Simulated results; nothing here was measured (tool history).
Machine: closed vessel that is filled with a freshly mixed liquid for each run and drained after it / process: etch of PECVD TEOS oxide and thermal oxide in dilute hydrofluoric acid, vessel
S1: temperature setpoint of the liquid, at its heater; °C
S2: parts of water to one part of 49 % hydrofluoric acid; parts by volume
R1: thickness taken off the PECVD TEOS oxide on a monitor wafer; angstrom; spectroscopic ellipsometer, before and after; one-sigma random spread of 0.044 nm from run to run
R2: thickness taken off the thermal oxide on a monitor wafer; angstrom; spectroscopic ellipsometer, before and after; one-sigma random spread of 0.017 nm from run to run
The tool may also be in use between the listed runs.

{"run": 1, "day": 0.0, "S1": 24.0, "S2": 110, "time in the liquid (s)": 180, "R1": 193.78, "R2": 74.131}
{"run": 2, "day": 0.362, "S1": 21.5, "S2": 140, "time in the liquid (s)": 180, "R1": 134.25, "R2": 51.544}
{"run": 3, "day": 0.746, "S1": 20.0, "S2": 160, "time in the liquid (s)": 175, "R1": 104.78, "R2": 40.323}
{"run": 4, "day": 0.958, "S1": 20.0, "S2": 130, "time in the liquid (s)": 175, "R1": 131.96, "R2": 50.717}
{"run": 5, "day": 1.179, "S1": 20.0, "S2": 165, "time in the liquid (s)": 175, "R1": 100.25, "R2": 38.295}
{"run": 6, "day": 1.425, "S1": 20.0, "S2": 135, "time in the liquid (s)": 175, "R1": 127.28, "R2": 48.633}
{"run": 7, "day": 1.558, "S1": 19.0, "S2": 155, "time in the liquid (s)": 170, "R1": 101.23, "R2": 38.997}
{"run": 8, "day": 1.629, "S1": 18.5, "S2": 170, "time in the liquid (s)": 165, "R1": 85.438, "R2": 33.072}
{"run": 9, "day": 1.733, "S1": 18.0, "S2": 180, "time in the liquid (s)": 165, "R1": 78.647, "R2": 30.702}
{"run": 10, "day": 1.946, "S1": 18.0, "S2": 185, "time in the liquid (s)": 160, "R1": 74.306, "R2": 28.496}

Run 11 has not been measured yet. What should we expect?
{"run": 11, "day": 2.288, "S1": 17.0, "S2": 200, "time in the liquid (s)": 160, "R1": "?", "R2": "?"}

R1: 65.673 angstrom
R2: 25.103 angstrom
